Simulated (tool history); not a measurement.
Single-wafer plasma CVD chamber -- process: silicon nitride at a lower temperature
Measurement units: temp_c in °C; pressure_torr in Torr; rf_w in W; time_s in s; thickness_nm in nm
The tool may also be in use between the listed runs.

{"run": 1, "hour": 0.0, "temp_c": 340, "pressure_torr": 1.55, "rf_w": 305, "time_s": 26.6, "thickness_nm": 34.837}
{"run": 2, "hour": 4.9, "temp_c": 340, "pressure_torr": 1.39, "rf_w": 295, "time_s": 26.6, "thickness_nm": 33.084}
{"run": 3, "hour": 10.1, "temp_c": 336, "pressure_torr": 1.39, "rf_w": 295, "time_s": 26.6, "thickness_nm": 33.261}
{"run": 4, "hour": 11.0, "temp_c": 336, "pressure_torr": 1.39, "rf_w": 315, "time_s": 26.6, "thickness_nm": 34.271}
{"run": 5, "hour": 19.0, "temp_c": 336, "pressure_torr": 1.16, "rf_w": 315, "time_s": 26.6, "thickness_nm": 32.636}
{"run": 6, "hour": 26.7, "temp_c": 336, "pressure_torr": 1.38, "rf_w": 315, "time_s": 26.6, "thickness_nm": 34.265}
{"run": 7, "hour": 28.7, "temp_c": 336, "pressure_torr": 1.26, "rf_w": 305, "time_s": 26.6, "thickness_nm": 32.801}
{"run": 8, "hour": 30.2, "temp_c": 336, "pressure_torr": 1.17, "rf_w": 300, "time_s": 26.6, "thickness_nm": 31.952}
{"run": 9, "hour": 33.7, "temp_c": 336, "pressure_torr": 1.11, "rf_w": 295, "time_s": 26.6, "thickness_nm": 31.062}

Run 10 has not been measured yet. What should we expect?
{"run": 10, "hour": 40.3, "temp_c": 336, "pressure_torr": 1.06, "rf_w": 295, "time_s": 26.6, "thickness_nm": "?"}

{"run 10": {"thickness_nm": 30.659}}
